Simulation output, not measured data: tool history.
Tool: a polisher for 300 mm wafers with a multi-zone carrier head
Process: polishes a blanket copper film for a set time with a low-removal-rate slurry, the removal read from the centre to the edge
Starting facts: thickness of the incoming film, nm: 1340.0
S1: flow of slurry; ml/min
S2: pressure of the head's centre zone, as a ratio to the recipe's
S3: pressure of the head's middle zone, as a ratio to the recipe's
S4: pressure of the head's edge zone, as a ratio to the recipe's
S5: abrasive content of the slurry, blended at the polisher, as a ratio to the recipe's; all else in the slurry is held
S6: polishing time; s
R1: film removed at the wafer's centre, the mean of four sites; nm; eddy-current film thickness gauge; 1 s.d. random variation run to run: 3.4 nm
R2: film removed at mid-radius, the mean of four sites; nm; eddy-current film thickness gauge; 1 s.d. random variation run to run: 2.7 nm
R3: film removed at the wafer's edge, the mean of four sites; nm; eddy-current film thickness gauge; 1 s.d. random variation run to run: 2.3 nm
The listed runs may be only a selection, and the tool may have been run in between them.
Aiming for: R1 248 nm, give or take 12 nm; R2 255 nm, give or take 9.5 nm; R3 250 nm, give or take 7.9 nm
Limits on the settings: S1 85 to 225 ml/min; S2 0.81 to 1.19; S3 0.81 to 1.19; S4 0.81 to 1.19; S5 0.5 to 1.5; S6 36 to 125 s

run  hour   S1    S2    S3    S4    S5   S6      R1      R2      R3
  1     0  145     1     1     1     1   80  166.44  159.22  158.13
  2   8.4  150     1  1.01  1.02  1.05   83  170.27  172.29  170.34
  3  11.7  150     1  1.01  1.05  1.05   83  174.52  170.69  173.35
  4  20.7  155  1.01  1.02  1.06   1.1   84  177.35  179.24  176.98
  5  27.9  140  1.01  1.02  1.06   1.1   84  174.09  172.83  174.02
  6  29.4  140  1.01  1.09  1.06   1.1   84  174.75  186.05  173.54
  7  34.6  145  1.02  1.09  1.07  1.15   86  181.07  188.81  184.33
  8  38.5  185   1.1  1.19  1.05   1.4  103  256.54  267.39  234.82

Which of these 4 next moves meets every target?
  A  42.4  180  0.97  1.02  1.19   1.4  114   ?   ?   ?
  B  42.4  210   1.1  1.09  1.13   1.4  110   ?   ?   ?
  C  42.4  150     1  1.11  1.13   1.3  102   ?   ?   ?
  D  42.4  150  1.04  1.08  1.13  1.15  115   ?   ?   ?

move      R1      R2      R3
   A  252.73  264.29  269.95
   B  280.51  276.24  258.26
   C  220.27  241.81  225.88
   D   250.8  259.68  248.47
A: takes the biggest miss from the last run beyond its target
B: takes the biggest miss from the last run beyond its target
C: misses by more than the last run did
D: each result inside its tolerance
D is the move that brings every result within its allowed miss.
